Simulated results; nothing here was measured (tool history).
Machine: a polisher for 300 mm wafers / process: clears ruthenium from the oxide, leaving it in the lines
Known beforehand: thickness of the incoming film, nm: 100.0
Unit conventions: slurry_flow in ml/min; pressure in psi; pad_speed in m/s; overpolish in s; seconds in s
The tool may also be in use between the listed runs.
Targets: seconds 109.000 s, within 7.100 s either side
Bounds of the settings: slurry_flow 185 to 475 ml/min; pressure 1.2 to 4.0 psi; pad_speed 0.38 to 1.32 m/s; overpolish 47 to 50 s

run  hour  slurry_flow  pressure  pad_speed  overpolish  seconds
  1   0.0          305       2.6       0.84          47   69.779
  2   8.8          305       2.0       0.84          47   91.996
  3  15.9          305       2.0       1.00          47   78.893
  4  21.6          305       1.8       1.00          47   86.367
  5  23.8          270       1.8       1.00          47   86.795
  6  31.5          230       1.8       1.00          47   89.734
  7  39.6          230       1.7       1.00          47   93.535
  8  47.0          230       1.6       1.00          47   96.804

Pick the move, out of 4, that brings all results within their allowed miss; only one does.
  A  54.4          185       1.3       1.14          50        ?
  B  54.4          215       1.4       0.88          50        ?
  C  54.4          245       2.2       0.98          47        ?
  D  54.4          225       1.3       0.98          47        ?

move  seconds
   A  104.490
   B  123.570
   C   71.401
   D  118.850
A: all results in spec
B: moves the result that the last run missed by most past its target, out the other side
C: lands further from the targets than the last run did
D: moves the result that the last run missed by most past its target, out the other side
The right move is A.

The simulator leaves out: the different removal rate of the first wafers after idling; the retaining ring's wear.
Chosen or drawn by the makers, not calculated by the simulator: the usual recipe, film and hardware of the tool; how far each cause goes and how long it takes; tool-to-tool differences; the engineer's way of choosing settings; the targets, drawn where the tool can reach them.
